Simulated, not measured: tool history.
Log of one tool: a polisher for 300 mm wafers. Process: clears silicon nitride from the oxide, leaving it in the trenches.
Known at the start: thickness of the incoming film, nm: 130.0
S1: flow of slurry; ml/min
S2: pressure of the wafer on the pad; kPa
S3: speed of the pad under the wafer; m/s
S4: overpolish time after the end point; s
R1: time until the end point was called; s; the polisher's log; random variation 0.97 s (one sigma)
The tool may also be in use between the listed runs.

run  hour   S1    S2    S3  S4      R1
  1     0  145  16.5  1.18   8  147.61
  2   4.1  145    20  1.18   8   122.7
  3  10.3  120    20  1.18   8  128.07
  4  15.9  120  22.1  1.18   8  115.41
  5  18.8  135  22.8  1.18   8  111.01
  6  23.1  140  23.4   1.2   8  105.33
  7  24.3  140  24.1  1.22   8  101.21

The next listed run, before its measurement:
  8  32.6  140  24.8  1.24   8   ?

R1: 95.609 s

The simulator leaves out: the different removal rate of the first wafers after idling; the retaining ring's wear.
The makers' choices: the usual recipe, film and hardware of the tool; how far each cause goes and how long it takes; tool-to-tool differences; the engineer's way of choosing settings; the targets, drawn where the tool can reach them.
